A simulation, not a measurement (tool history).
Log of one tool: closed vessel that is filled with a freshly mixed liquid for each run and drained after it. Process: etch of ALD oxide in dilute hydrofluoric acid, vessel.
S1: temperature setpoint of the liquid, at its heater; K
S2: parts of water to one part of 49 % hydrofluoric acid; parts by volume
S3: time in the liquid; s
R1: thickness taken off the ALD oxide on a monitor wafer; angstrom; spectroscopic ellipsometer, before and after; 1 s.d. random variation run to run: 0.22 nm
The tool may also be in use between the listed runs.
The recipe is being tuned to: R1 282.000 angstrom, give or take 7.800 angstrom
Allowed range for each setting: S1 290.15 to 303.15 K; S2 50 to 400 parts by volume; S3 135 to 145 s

run 1 hour=0.0 | S1=295.15 S2=225 S3=135 | R1=102.390
run 2 hour=2.6 | S1=297.15 S2=185 S3=135 | R1=138.680
run 3 hour=6.6 | S1=297.15 S2=185 S3=135 | R1=139.110
run 4 hour=15.1 | S1=297.15 S2=255 S3=135 | R1=94.387
run 5 hour=17.8 | S1=298.65 S2=205 S3=135 | R1=130.140
run 6 hour=23.9 | S1=298.65 S2=160 S3=135 | R1=172.900
run 7 hour=30.6 | S1=300.15 S2=145 S3=135 | R1=205.820
run 8 hour=35.5 | S1=301.15 S2=135 S3=135 | R1=234.010
run 9 hour=38.2 | S1=301.65 S2=130 S3=135 | R1=250.480
run 10 hour=42.0 | S1=301.65 S2=130 S3=135 | R1=248.130
run 11 hour=48.7 | S1=302.15 S2=130 S3=135 | R1=252.980
run 12 hour=53.0 | S1=303.15 S2=115 S3=135 | R1=301.560
run 13 hour=57.1 | S1=302.65 S2=115 S3=135 | R1=296.730
run 14 hour=63.7 | S1=302.15 S2=115 S3=135 | R1=291.690

Below are 4 possible settings for the next run. Only one of them brings all results inside the allowed miss of their targets. Which is it?
run A hour=70.3 | S1=303.15 S2=130 S3=145 | R1=?
run B hour=70.3 | S1=303.15 S2=115 S3=135 | R1=?
run C hour=70.3 | S1=302.15 S2=115 S3=140 | R1=?
run D hour=70.3 | S1=303.15 S2=125 S3=145 | R1=?

move=A R1=279.340
move=B R1=300.080
move=C R1=299.830
move=D R1=292.490
A: every result within its allowed miss
B: the biggest miss grows against the last run
C: the biggest miss grows against the last run
D: the biggest miss grows against the last run
The right move is A.
